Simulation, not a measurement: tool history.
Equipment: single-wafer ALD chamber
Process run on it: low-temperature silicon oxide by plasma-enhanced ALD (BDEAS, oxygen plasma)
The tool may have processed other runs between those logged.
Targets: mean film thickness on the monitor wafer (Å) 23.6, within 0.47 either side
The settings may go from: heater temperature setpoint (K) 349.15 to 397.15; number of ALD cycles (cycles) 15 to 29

| run | hour | heater temperature setpoint (K) | number of ALD cycles (cycles) | mean film thickness on the monitor wafer (Å) |
|---|---|---|---|---|
| 1 | 0 | 373.15 | 22 | 31.258 |
| 2 | 7.3 | 373.15 | 25 | 35.432 |
| 3 | 13.4 | 364.15 | 25 | 36.316 |
| 4 | 19.6 | 372.15 | 25 | 35.621 |
| 5 | 22.9 | 375.15 | 23 | 32.492 |
|  | 30.1 | thermocouple changed; heater temperature recalibrated |
| 6 | 30.1 | 375.15 | 26 | 37.037 |
| 7 | 35.7 | 377.15 | 23 | 32.697 |
| 8 | 42.5 | 377.15 | 21 | 29.868 |

Exercise: of the 4 proposed moves below, exactly one satisfies all targets within the stated allowed misses. Which move is it?
| A | 49.3 | 384.15 | 17 | ? |
| B | 49.3 | 385.15 | 16 | ? |
| C | 49.3 | 386.15 | 16 | ? |
| D | 49.3 | 381.15 | 16 | ? |

| move | mean film thickness on the monitor wafer (Å) |
|---|---|
| A | 23.747 |
| B | 22.304 |
| C | 22.258 |
| D | 22.49 |
A: in spec on every target
B: moves the result that the last run missed by most past its target, out the other side
C: moves the result that the last run missed by most past its target, out the other side
D: moves the result that the last run missed by most past its target, out the other side
So the answer is move A, the one that meets all the targets.
